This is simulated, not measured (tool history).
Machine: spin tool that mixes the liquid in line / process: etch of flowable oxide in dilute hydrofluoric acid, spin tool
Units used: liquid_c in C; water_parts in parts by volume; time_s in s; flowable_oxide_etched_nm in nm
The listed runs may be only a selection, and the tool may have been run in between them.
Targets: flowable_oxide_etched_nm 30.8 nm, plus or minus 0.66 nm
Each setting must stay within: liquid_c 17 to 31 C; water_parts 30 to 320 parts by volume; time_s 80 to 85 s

run	hour	liquid_c	water_parts	time_s	flowable_oxide_etched_nm
1	0	23	175	80	10.419
2	2.2	23	175	85	11.176
3	10.3	23	175	80	10.402
4	15.2	23	175	85	11.185
5	19.7	23	140	85	14.269
6	24.9	20.5	140	85	13.154
7	28.4	22	130	85	15.055
8	29.6	26	70	85	35.945
9	36.5	25.5	70	85	35.288
10	37.6	24.5	70	85	33.571
# hour 46.6: hydrofluoric acid flow meter replaced
11	46.6	23.5	70	85	36.727
12	51.6	23	70	85	36.037
13	55.3	22.5	70	85	35.293
14	60.8	22	70	85	34.733
15	64.1	21.5	70	85	34.054
16	64.7	18.5	70	85	29.663

Pick the move, out of 5, that brings all results within their allowed miss; only one does.
A	65.3	18	70	85	?
B	65.3	20.5	70	85	?
C	65.3	17	60	85	?
D	65.3	20	70	85	?
E	65.3	17.5	65	85	?

move	flowable_oxide_etched_nm
A	29.298
B	32.554
C	33.111
D	31.881
E	31.057
A: misses by more than the last run did
B: takes the biggest miss from the last run beyond its target
C: takes the biggest miss from the last run beyond its target
D: takes the biggest miss from the last run beyond its target
E: hits every target within its allowed miss
The move that meets every target is E.
